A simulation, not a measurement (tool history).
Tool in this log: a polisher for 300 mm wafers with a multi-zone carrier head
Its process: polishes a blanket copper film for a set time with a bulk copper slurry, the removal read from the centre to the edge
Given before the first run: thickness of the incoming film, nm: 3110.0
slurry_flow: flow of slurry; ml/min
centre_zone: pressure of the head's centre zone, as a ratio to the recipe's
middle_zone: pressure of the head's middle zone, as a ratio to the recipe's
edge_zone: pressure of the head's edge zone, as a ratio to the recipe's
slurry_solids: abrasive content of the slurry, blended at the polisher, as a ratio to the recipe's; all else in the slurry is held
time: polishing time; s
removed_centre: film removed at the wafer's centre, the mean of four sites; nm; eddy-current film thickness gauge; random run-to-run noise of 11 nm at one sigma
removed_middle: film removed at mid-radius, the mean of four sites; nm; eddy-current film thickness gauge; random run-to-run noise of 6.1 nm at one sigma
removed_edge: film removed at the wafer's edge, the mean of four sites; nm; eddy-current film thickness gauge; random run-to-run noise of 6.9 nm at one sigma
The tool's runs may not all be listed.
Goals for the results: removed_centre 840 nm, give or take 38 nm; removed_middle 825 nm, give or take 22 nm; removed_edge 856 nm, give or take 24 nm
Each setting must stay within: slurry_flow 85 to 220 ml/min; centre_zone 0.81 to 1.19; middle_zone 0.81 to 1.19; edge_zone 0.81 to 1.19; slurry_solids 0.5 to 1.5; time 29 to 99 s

run	hour	slurry_flow	centre_zone	middle_zone	edge_zone	slurry_solids	time	removed_centre	removed_middle	removed_edge
1	0	140	1	1	1	1	64	671.6	690.06	659.5
2	5.5	140	1	1	1.07	1	64	687.73	680.63	694.15
3	14.4	140	0.96	1	1.07	1	64	643.72	688.29	680.01
4	17.1	145	0.97	1.01	1.09	1.05	64	668.2	701.44	699.32
5	23.9	145	0.97	1.01	1.09	1.15	64	677.65	724.17	708.9
6	25.3	160	0.97	1.01	1.09	1.15	64	684.4	729.71	733.61
7	33.5	165	0.99	1.02	1.1	1.15	64	720.74	733.37	736.53
8	37.3	170	0.99	1.03	1.11	1.2	64	720.14	768.66	748.52
9	45.5	175	1	1.03	1.12	1.2	64	749.46	754.08	755.02

Which one of the following 5 next-run settings gets every result inside its allowed miss? There is exactly one.
A	53.7	165	0.85	0.81	1.19	1.2	73	?	?	?
B	53.7	165	1.11	0.93	1.19	1.3	65	?	?	?
C	53.7	190	1	0.99	1.13	1.35	69	?	?	?
D	53.7	160	0.85	0.97	1.05	1.1	74	?	?	?
E	53.7	150	0.92	0.86	1.19	1	68	?	?	?

move	removed_centre	removed_middle	removed_edge
A	716.95	718.49	881.7
B	851.43	724.37	798.27
C	843.59	835.65	847.52
D	708.74	817.51	819.76
E	680.06	660.03	777.22
A: the result that was furthest off in the last run now lies on the other side of its target
B: further off than the last run
C: each result inside its tolerance
D: an improvement on the last run, though not all results are within tolerance
E: further off than the last run
Correct choice: C, which meets every target
